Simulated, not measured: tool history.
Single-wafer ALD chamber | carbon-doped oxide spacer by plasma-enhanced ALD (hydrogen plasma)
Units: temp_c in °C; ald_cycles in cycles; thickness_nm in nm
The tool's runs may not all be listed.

run,hour,temp_c,ald_cycles,thickness_nm
1,0.0,420,408,18.426
2,1.7,420,369,16.733
3,3.1,420,336,15.229
4,3.9,431,336,14.777
5,11.3,440,336,14.341
6,17.4,437,361,15.586
7,23.5,435,380,16.522

The next listed run, before its measurement:
8,28.0,433,395,?

thickness_nm: 17.216 nm
